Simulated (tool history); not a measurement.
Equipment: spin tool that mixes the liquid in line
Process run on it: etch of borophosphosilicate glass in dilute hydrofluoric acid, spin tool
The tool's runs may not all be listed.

run	hour	temperature setpoint of the liquid (C)	parts of water to one part of 49 % hydrofluoric acid (parts by volume)	time under the liquid (s)	thickness taken off the borophosphosilicate glass on a monitor wafer (angstrom)
1	0.0	22	240	15	26.093
2	7.1	22	240	15	26.641
3	16.0	22	240	15	26.434
4	24.0	21	255	15	23.674
5	27.0	21	255	15	23.628
6	30.4	24	255	15	26.376
7	33.5	23	265	15	24.208
8	39.3	22	275	15	22.147
9	42.3	21	285	15	20.729

For run 10, what comes out?
10	47.9	17	340	15	?

{"run 10": {"thickness taken off the borophosphosilicate glass on a monitor wafer (angstrom)": 14.07}}

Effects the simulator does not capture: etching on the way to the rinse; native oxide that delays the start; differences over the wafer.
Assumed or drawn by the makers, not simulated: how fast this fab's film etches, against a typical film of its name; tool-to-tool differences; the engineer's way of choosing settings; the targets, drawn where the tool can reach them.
